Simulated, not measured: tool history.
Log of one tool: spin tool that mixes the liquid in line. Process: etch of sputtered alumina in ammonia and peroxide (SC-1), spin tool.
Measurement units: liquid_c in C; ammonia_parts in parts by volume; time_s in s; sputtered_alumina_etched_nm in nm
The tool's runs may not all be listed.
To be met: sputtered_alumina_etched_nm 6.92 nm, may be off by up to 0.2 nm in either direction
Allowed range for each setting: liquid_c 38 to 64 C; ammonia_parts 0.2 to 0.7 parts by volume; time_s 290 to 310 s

run  hour  liquid_c  ammonia_parts  time_s  sputtered_alumina_etched_nm
  1     0        48            0.4     290                       10.878
  2   0.9        45            0.4     290                       9.0161
  3   1.7        45            0.4     310                       9.7288
  4   4.5        45            0.4     290                        9.135
  5   8.4        45            0.4     310                       9.6771
  6   9.4        43            0.4     310                       8.7619
  7  12.5      41.5            0.4     310                       8.0378
  8  19.4      40.5            0.4     310                       7.4949
  9  26.1        40            0.4     310                       7.2529

Next run, 5 choices. One meets every target within its allowed miss, the rest don't. Which?
  A  32.8      41.5           0.35     290                            ?
  B  32.8        42           0.25     310                            ?
  C  32.8      38.5            0.4     300                            ?
  D  32.8      41.5            0.5     290                            ?
  E  32.8        40            0.4     295                            ?

move  sputtered_alumina_etched_nm
   A                       7.3946
   B                       7.8807
   C                       6.4902
   D                       7.6507
   E                       6.9763
A: the biggest miss grows against the last run
B: the biggest miss grows against the last run
C: carries the result that was furthest off beyond its target, to the other side
D: the biggest miss grows against the last run
E: each result inside its tolerance
E is the move that brings every result within its allowed miss.
